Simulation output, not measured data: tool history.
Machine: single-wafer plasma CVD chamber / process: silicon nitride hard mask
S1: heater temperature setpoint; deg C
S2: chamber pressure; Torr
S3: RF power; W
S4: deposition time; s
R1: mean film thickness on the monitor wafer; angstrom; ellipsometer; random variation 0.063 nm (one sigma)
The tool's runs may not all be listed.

run	hour	S1	S2	S3	S4	R1
1	0	395	1.08	380	21.7	236.33
2	6.8	395	1.03	380	21.7	231
3	15.7	401	1.03	380	21.7	230.77
4	23.6	401	1	380	21.7	227.67
5	29.3	401	1	380	21.7	228.21
6	32.9	394	1	380	21.7	229.13

For run 7, what comes out?
7	33.7	394	0.97	380	21.7	?

Run 7 yielded R1 225.4 angstrom.
